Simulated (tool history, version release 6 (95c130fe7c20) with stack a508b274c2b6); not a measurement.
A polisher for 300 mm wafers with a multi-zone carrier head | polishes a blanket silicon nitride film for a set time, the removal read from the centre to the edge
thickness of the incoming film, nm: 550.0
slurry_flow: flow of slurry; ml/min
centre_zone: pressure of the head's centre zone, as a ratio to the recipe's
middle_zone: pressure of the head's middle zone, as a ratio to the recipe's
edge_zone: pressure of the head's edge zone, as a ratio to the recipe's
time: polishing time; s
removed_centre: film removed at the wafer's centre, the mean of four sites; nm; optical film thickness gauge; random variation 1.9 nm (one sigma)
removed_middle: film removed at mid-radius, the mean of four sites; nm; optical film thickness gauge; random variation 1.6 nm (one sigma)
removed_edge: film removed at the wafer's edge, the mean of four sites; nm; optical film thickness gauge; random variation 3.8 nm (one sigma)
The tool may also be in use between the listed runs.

run  hour  slurry_flow  centre_zone  middle_zone  edge_zone  time  removed_centre  removed_middle  removed_edge
  1     0          240            1            1          1    56          214.76          208.69        207.57
  2     7          250         1.04         0.99       1.06    59          237.41          217.86        230.69
  3  14.3          250         1.04         1.07       1.06    59          236.42          230.05        224.58
  4    22          265         1.07         1.06        1.1    61          249.95           240.9        243.82
  5  29.3          265         1.07         1.06       1.16    61          247.95          241.51         250.6
  6  34.9          280         1.11         1.04       1.17    62          264.01          239.02        251.06
  7  42.2          275         1.12         1.02       1.18    64          271.59          246.69        264.22

Forecast run 8:
  8  49.9          285         1.13            1       1.18    65               ?               ?             ?

Run 8 gave removed_centre 277.91 nm, removed_middle 244.97 nm, removed_edge 264.31 nm.

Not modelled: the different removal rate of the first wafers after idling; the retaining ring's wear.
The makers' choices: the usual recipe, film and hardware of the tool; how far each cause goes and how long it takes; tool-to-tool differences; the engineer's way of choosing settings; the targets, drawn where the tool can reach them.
